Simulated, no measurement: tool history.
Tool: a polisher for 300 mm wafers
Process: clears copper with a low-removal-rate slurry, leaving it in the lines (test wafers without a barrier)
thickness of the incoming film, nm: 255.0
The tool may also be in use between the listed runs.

run	hour	flow of slurry (ml/min)	pressure of the wafer on the pad (kPa)	speed of the pad under the wafer (m/s)	abrasive content of the slurry	overpolish time after the end point (s)	time until the end point was called (s)	dishing of a wide line in a test structure (Å)
1	0.0	295	17.9	1.32	1.0	28	76.717	530.89
2	7.9	295	17.2	1.32	1.0	32	81.775	582.51
3	16.8	295	16.5	1.32	1.0	34	85.679	592.53
4	18.6	295	16.5	1.32	1.2	34	80.087	603.06
5	19.7	295	14.5	1.32	1.2	34	92.276	535.83
6	20.4	360	14.5	1.32	1.2	34	90.496	544.80
7	28.8	360	14.5	1.32	1.2	36	90.402	571.62
8	34.7	360	14.5	1.32	1.2	38	89.973	582.97
9	37.3	355	14.5	1.32	1.2	40	90.809	618.13
10	45.2	355	14.5	1.32	1.2	41	91.103	624.57

Run 11 comes next. What will it give?
11	53.1	355	14.5	1.32	1.2	42	?	?

Run 11 gave time until the end point was called (s) 90.519, dishing of a wide line in a test structure (Å) 639.42.

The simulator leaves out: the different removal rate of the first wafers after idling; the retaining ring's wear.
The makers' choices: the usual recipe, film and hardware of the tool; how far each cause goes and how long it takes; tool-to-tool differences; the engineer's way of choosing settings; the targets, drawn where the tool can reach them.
